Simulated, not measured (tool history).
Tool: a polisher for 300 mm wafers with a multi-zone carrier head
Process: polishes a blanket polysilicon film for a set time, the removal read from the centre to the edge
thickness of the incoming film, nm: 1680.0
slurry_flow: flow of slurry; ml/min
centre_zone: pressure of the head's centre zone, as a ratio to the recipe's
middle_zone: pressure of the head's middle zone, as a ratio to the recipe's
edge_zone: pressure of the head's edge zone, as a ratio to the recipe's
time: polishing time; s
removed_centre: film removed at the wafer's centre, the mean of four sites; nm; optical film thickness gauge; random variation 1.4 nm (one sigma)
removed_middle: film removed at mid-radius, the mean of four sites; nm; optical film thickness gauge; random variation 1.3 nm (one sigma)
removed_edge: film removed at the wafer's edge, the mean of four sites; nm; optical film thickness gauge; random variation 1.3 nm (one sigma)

run,hour,slurry_flow,centre_zone,middle_zone,edge_zone,time,removed_centre,removed_middle,removed_edge
1,0,255,1,1,1,31,175.06,164.5,161.74
2,4.9,295,1,1,1,31,175.49,164.87,163.75
3,11.1,295,1,0.93,1,31,175.59,156.65,167.3
4,15.7,290,0.97,0.91,0.99,29,158.97,144.52,153.5
5,18.8,290,0.97,0.91,1.06,29,162.38,143.2,156.17
6,20,290,0.97,0.95,1.06,29,161.5,148.6,156.83
7,25.4,290,0.94,0.92,1.05,28,149.03,140.86,149.34
8,32.8,290,0.94,0.92,1.05,28,149.74,140.1,152.24
9,34.1,285,0.92,0.9,1.04,27,140.77,134.51,145.58
10,37.9,280,0.91,0.88,1.03,27,141.8,128.21,144.09
11,42.2,275,0.89,0.88,1.03,27,135.71,129.25,145.12
12,44.3,270,0.88,0.88,1.02,27,136.64,127.96,145.21
13,47.3,265,0.87,0.88,1.01,27,133.48,132.73,142.33
14,52.3,265,0.87,0.88,1.01,27,130.63,127.5,142.75
# hour 61.2: worn pad replaced by a new one
15,61.2,255,0.87,0.88,1,27,141.13,141.95,158.31
16,62.2,325,0.83,0.85,1.01,27,141.91,139.25,159.35
17,67.2,300,0.84,0.85,1.02,27,141.06,140.69,158.94

Forecast run 18:
18,74.6,275,0.85,0.86,1.02,27,?,?,?

removed_centre: 141.21 nm
removed_middle: 140.43 nm
removed_edge: 159.87 nm
